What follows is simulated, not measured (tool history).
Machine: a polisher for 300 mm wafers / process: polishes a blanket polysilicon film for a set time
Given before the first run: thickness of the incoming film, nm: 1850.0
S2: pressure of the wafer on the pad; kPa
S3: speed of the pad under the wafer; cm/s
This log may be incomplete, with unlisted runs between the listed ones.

Run 1, day 0.000: flow of slurry (ml/min) 215, S2 13.1 kPa, S3 94 cm/s, polishing time (s) 59. Result: film removed (angstrom) 2846.1.
Run 2, day 0.071: flow of slurry (ml/min) 215, S2 11.7 kPa, S3 94 cm/s, polishing time (s) 59. Result: film removed (angstrom) 2673.8.
Run 3, day 0.300: flow of slurry (ml/min) 215, S2 11.7 kPa, S3 94 cm/s, polishing time (s) 62. Result: film removed (angstrom) 2780.4.
Run 4, day 0.538: flow of slurry (ml/min) 255, S2 11.7 kPa, S3 94 cm/s, polishing time (s) 62. Result: film removed (angstrom) 2788.7.
Run 5, day 0.842: flow of slurry (ml/min) 255, S2 11.7 kPa, S3 76 cm/s, polishing time (s) 62. Result: film removed (angstrom) 2333.5.
Run 6, day 1.208: flow of slurry (ml/min) 255, S2 11.0 kPa, S3 76 cm/s, polishing time (s) 62. Result: film removed (angstrom) 2272.2.

Estimate the outcome of run 7 from the log above:
Run 7, day 1.571: flow of slurry (ml/min) 255, S2 10.3 kPa, S3 76 cm/s, polishing time (s) 62. Result: film removed (angstrom) ?.

Run 7 gave film removed (angstrom) 2133.0.
